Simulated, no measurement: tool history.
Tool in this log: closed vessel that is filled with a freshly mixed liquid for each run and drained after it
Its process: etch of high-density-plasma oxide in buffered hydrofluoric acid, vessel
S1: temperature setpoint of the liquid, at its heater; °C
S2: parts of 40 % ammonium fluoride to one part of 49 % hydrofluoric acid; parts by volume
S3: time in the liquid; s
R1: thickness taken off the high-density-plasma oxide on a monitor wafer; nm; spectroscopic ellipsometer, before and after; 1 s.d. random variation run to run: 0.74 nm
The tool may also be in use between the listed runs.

| run | hour | S1 | S2 | S3 | R1 |
|---|---|---|---|---|---|
| 1 | 0 | 23 | 8 | 85 | 209.95 |
| 2 | 1.3 | 21.5 | 8.5 | 85 | 181.31 |
| 3 | 9.7 | 21.5 | 10 | 85 | 157.9 |
| 4 | 15 | 20.5 | 10 | 85 | 149.62 |
| 5 | 18.2 | 20.5 | 8.5 | 85 | 171.87 |
| 6 | 27.1 | 20.5 | 8.5 | 85 | 169.64 |
| 7 | 34.6 | 19.5 | 8.5 | 85 | 161 |
| 8 | 40.5 | 19.5 | 8.5 | 85 | 160.03 |

What does the tool deliver on the next run?
| 9 | 44.8 | 19 | 8.5 | 85 | ? |

{"run 9": {"R1": 157.11}}
